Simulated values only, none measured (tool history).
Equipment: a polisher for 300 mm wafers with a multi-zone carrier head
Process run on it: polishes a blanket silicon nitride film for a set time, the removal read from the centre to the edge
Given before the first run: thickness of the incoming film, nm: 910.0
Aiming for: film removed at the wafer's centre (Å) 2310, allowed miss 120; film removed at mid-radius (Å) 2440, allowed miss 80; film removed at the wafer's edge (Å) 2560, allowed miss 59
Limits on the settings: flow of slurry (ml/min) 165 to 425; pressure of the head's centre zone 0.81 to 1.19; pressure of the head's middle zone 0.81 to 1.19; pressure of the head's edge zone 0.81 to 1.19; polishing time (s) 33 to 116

run	hour	flow of slurry (ml/min)	pressure of the head's centre zone	pressure of the head's middle zone	pressure of the head's edge zone	polishing time (s)	film removed at the wafer's centre (Å)	film removed at mid-radius (Å)	film removed at the wafer's edge (Å)
1	0	275	1	1	1	74	1774.6	1800.1	1850.5
2	8.4	275	1	1.08	1	74	1821.6	1928	1864.8
3	11.7	275	1	1.01	1	74	1744	1837.1	1842.7
4	20.7	210	1	1.01	1	74	1737.1	1787.6	1796.8
# hour 27.4: centre zone pressure recalibrated
5	27.4	240	1.01	1.04	1.06	79	1987.8	1990.9	2042.1
6	29.6	240	1.01	1.04	1.03	79	1942.8	1981.2	1966
7	30.9	240	1.01	1.04	1.03	79	1949.2	1995.4	1968.2
8	39.6	270	1	1.06	1.08	81	2063.2	2083.8	2107.8
9	45.6	285	0.97	1.07	1.11	84	2072.9	2196.7	2208.2
10	54.1	295	0.96	1.07	1.13	86	2139.8	2322	2296.9
11	57	305	0.96	1.05	1.15	88	2159.2	2277.2	2371.4
12	62.3	310	0.96	1.05	1.16	89	2233.3	2318.7	2392.8
13	70.2	310	0.95	1.05	1.17	91	2224	2369.9	2488.9

Of the 4 settings listed for the next run, only one would bring every result within its allowed miss of target. Which one?
A	78.1	310	0.87	1.07	1.13	101	?	?	?
B	78.1	315	0.96	1.05	1.18	93	?	?	?
C	78.1	330	1.11	1	1.15	90	?	?	?
D	78.1	300	0.94	1.03	1.16	89	?	?	?

move	film removed at the wafer's centre (Å)	film removed at mid-radius (Å)	film removed at the wafer's edge (Å)
A	2370.1	2716.1	2697.5
B	2328.8	2463.6	2543.6
C	2495	2295.6	2437.9
D	2187.3	2309.6	2405.2
A: carries the result that was furthest off beyond its target, to the other side
B: in spec on every target
C: its largest miss is bigger than the last run's
D: its largest miss is bigger than the last run's
So the answer is move B, the one that meets all the targets.
